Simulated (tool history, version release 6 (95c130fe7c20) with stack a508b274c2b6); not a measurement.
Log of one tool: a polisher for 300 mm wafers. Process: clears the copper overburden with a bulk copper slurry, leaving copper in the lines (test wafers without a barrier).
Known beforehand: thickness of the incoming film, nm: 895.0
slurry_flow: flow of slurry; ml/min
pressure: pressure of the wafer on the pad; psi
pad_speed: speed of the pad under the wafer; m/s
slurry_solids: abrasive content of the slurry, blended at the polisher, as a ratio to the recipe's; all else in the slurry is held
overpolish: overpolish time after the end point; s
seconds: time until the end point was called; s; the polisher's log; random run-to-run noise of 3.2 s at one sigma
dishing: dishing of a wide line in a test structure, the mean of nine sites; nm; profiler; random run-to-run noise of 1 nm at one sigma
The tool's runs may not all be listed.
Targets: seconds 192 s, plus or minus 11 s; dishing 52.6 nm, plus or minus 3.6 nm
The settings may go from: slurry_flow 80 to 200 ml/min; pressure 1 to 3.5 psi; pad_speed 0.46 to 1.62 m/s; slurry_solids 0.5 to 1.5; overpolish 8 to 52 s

run 1 day=0 | slurry_flow=130 pressure=2.2 pad_speed=1.04 slurry_solids=1 overpolish=26 | seconds=113.24 dishing=62.61
run 2 day=0.221 | slurry_flow=130 pressure=2.2 pad_speed=1.04 slurry_solids=1 overpolish=18 | seconds=113.5 dishing=56.379
run 3 day=0.304 | slurry_flow=130 pressure=2.2 pad_speed=1.04 slurry_solids=0.9 overpolish=18 | seconds=116.24 dishing=55.348
run 4 day=0.446 | slurry_flow=130 pressure=2.2 pad_speed=0.88 slurry_solids=0.9 overpolish=18 | seconds=137.93 dishing=51.531
run 5 day=0.712 | slurry_flow=130 pressure=2.1 pad_speed=0.88 slurry_solids=0.9 overpolish=20 | seconds=143.66 dishing=52.146
run 6 day=0.867 | slurry_flow=160 pressure=2.1 pad_speed=0.88 slurry_solids=0.9 overpolish=20 | seconds=136.59 dishing=53.498
run 7 day=0.933 | slurry_flow=160 pressure=2 pad_speed=0.88 slurry_solids=0.9 overpolish=22 | seconds=146.09 dishing=53.22
run 8 day=1.042 | slurry_flow=160 pressure=1.9 pad_speed=0.88 slurry_solids=0.9 overpolish=23 | seconds=152.78 dishing=51.84
run 9 day=1.367 | slurry_flow=160 pressure=1.8 pad_speed=0.88 slurry_solids=0.9 overpolish=25 | seconds=156.65 dishing=53.251
run 10 day=1.596 | slurry_flow=155 pressure=1.3 pad_speed=0.84 slurry_solids=0.9 overpolish=31 | seconds=228.03 dishing=46.783
run 11 day=1.808 | slurry_flow=155 pressure=1.3 pad_speed=0.84 slurry_solids=0.9 overpolish=31 | seconds=228.63 dishing=47.503

4 candidate next runs follow, results not yet known. Just one meets every target within its allowed miss. Identify it.
run A day=2.021 | slurry_flow=165 pressure=1.3 pad_speed=0.86 slurry_solids=0.95 overpolish=40 | seconds=? dishing=?
run B day=2.021 | slurry_flow=140 pressure=1.4 pad_speed=0.68 slurry_solids=0.85 overpolish=52 | seconds=? dishing=?
run C day=2.021 | slurry_flow=145 pressure=1.2 pad_speed=1.08 slurry_solids=0.9 overpolish=41 | seconds=? dishing=?
run D day=2.021 | slurry_flow=175 pressure=1.6 pad_speed=0.66 slurry_solids=1.1 overpolish=32 | seconds=? dishing=?

move=A seconds=224.52 dishing=52.561
move=B seconds=276.07 dishing=54.294
move=C seconds=201 dishing=53.065
move=D seconds=228.27 dishing=50.967
A: better than the last run, though not everything is in spec
B: further off than the last run
C: every result within its allowed miss
D: as far off as the last run
The move that meets every target is C.
